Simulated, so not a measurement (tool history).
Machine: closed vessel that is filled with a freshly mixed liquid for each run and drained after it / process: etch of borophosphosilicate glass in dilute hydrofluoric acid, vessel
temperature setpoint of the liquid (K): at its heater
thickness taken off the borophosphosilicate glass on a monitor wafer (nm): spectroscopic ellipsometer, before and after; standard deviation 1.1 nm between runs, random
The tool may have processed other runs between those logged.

| run | hour | temperature setpoint of the liquid (K) | parts of water to one part of 49 % hydrofluoric acid (parts by volume) | time in the liquid (s) | thickness taken off the borophosphosilicate glass on a monitor wafer (nm) |
|---|---|---|---|---|---|
| 1 | 0.0 | 297.15 | 50 | 90 | 86.637 |
| 2 | 7.0 | 297.15 | 35 | 90 | 126.720 |
| 3 | 10.0 | 294.65 | 35 | 90 | 115.550 |
| 4 | 13.2 | 295.65 | 35 | 90 | 119.140 |
| 5 | 19.1 | 295.65 | 35 | 90 | 119.870 |
| 6 | 25.3 | 296.65 | 35 | 90 | 125.020 |

Run 7 comes next. What will it give?
| 7 | 33.9 | 297.65 | 35 | 90 | ? |

thickness taken off the borophosphosilicate glass on a monitor wafer (nm): 128.450
